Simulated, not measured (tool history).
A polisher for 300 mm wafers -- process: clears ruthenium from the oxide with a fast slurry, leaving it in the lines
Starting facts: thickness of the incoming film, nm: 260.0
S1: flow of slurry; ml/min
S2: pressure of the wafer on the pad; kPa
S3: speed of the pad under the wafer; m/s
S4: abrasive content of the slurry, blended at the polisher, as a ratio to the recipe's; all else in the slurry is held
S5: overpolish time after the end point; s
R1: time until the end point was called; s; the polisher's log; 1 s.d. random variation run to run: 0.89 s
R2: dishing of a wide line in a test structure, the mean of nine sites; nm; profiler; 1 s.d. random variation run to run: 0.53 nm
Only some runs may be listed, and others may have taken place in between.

run	hour	S1	S2	S3	S4	S5	R1	R2
1	0.0	310	19.3	1.16	1.0	10	85.491	24.763
2	7.7	240	19.3	1.16	1.0	10	90.820	23.944
3	10.7	260	20.0	1.16	1.0	11	85.269	27.957
4	16.1	260	20.0	0.98	1.0	11	100.780	22.923
5	16.9	260	20.0	0.98	1.1	11	93.377	24.626
6	23.4	260	20.0	0.70	1.1	11	127.620	18.249
7	25.9	270	22.8	0.70	1.1	11	115.440	20.386
8	33.7	270	24.8	0.72	1.1	11	104.020	22.088

Run 9 comes next. What will it give?
9	41.3	270	26.2	0.74	1.1	11	?	?

For run 9 the tool returned R1 98.801 s, R2 22.629 nm.

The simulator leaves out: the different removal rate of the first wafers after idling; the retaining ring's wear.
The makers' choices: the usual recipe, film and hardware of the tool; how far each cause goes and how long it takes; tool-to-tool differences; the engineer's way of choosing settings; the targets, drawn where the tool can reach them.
